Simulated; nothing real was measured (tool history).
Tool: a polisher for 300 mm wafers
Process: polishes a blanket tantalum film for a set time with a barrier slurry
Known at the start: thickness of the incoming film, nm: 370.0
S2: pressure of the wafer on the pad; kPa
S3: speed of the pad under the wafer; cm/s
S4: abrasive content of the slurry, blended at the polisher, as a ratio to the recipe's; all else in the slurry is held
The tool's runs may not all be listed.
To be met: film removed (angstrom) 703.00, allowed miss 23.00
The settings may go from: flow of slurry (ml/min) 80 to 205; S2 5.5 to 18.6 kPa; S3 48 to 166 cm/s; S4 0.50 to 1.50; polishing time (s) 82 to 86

Run 1, hour 0.0: flow of slurry (ml/min) 135, S2 11.7 kPa, S3 106 cm/s, S4 1.00, polishing time (s) 82. Result: film removed (angstrom) 1066.40.
Run 2, hour 3.7: flow of slurry (ml/min) 135, S2 11.7 kPa, S3 106 cm/s, S4 1.00, polishing time (s) 82. Result: film removed (angstrom) 1064.70.
Run 3, hour 10.3: flow of slurry (ml/min) 130, S2 10.3 kPa, S3 106 cm/s, S4 1.00, polishing time (s) 82. Result: film removed (angstrom) 950.68.
Run 4, hour 17.7: flow of slurry (ml/min) 130, S2 10.3 kPa, S3 106 cm/s, S4 1.15, polishing time (s) 82. Result: film removed (angstrom) 1001.40.
Run 5, hour 22.8: flow of slurry (ml/min) 130, S2 10.3 kPa, S3 106 cm/s, S4 1.30, polishing time (s) 82. Result: film removed (angstrom) 1026.10.
Run 6, hour 30.3: flow of slurry (ml/min) 125, S2 9.0 kPa, S3 106 cm/s, S4 1.30, polishing time (s) 82. Result: film removed (angstrom) 878.18.
Run 7, hour 37.9: flow of slurry (ml/min) 120, S2 8.3 kPa, S3 106 cm/s, S4 1.30, polishing time (s) 82. Result: film removed (angstrom) 814.52.
Run 8, hour 42.9: flow of slurry (ml/min) 115, S2 8.3 kPa, S3 106 cm/s, S4 1.30, polishing time (s) 82. Result: film removed (angstrom) 810.66.
Run 9, hour 44.8: flow of slurry (ml/min) 105, S2 6.2 kPa, S3 106 cm/s, S4 1.30, polishing time (s) 82. Result: film removed (angstrom) 602.86.
Run 10, hour 49.4: flow of slurry (ml/min) 115, S2 6.2 kPa, S3 106 cm/s, S4 1.30, polishing time (s) 82. Result: film removed (angstrom) 622.19.
Run 11, hour 52.5: flow of slurry (ml/min) 125, S2 6.2 kPa, S3 106 cm/s, S4 1.30, polishing time (s) 82. Result: film removed (angstrom) 629.76.
Run 12, hour 60.0: flow of slurry (ml/min) 150, S2 7.6 kPa, S3 106 cm/s, S4 1.30, polishing time (s) 82. Result: film removed (angstrom) 768.12.
Run 13, hour 68.8: flow of slurry (ml/min) 145, S2 7.6 kPa, S3 106 cm/s, S4 1.30, polishing time (s) 82. Result: film removed (angstrom) 781.58.
Run 14, hour 71.4: flow of slurry (ml/min) 135, S2 7.6 kPa, S3 106 cm/s, S4 1.30, polishing time (s) 82. Result: film removed (angstrom) 769.39.
Run 15, hour 75.7: flow of slurry (ml/min) 130, S2 7.6 kPa, S3 106 cm/s, S4 1.30, polishing time (s) 82. Result: film removed (angstrom) 752.76.

Which of these 5 next moves meets every target?
Run A, hour 80.0: flow of slurry (ml/min) 130, S2 8.3 kPa, S3 96 cm/s, S4 1.50, polishing time (s) 86. Result: film removed (angstrom) ?.
Run B, hour 80.0: flow of slurry (ml/min) 100, S2 6.9 kPa, S3 124 cm/s, S4 1.25, polishing time (s) 82. Result: film removed (angstrom) ?.
Run C, hour 80.0: flow of slurry (ml/min) 135, S2 9.0 kPa, S3 92 cm/s, S4 1.35, polishing time (s) 84. Result: film removed (angstrom) ?.
Run D, hour 80.0: flow of slurry (ml/min) 90, S2 6.9 kPa, S3 106 cm/s, S4 1.45, polishing time (s) 82. Result: film removed (angstrom) ?.
Run E, hour 80.0: flow of slurry (ml/min) 135, S2 7.6 kPa, S3 100 cm/s, S4 1.05, polishing time (s) 84. Result: film removed (angstrom) ?.

move  film removed (angstrom)
   A                   821.72
   B                   750.13
   C                   816.75
   D                   653.61
   E                   692.49
A: further off than the last run
B: nearer than the last run, and not there yet
C: further off than the last run
D: takes the result that was furthest off past its target
E: meets every target
Move E is the one to make.

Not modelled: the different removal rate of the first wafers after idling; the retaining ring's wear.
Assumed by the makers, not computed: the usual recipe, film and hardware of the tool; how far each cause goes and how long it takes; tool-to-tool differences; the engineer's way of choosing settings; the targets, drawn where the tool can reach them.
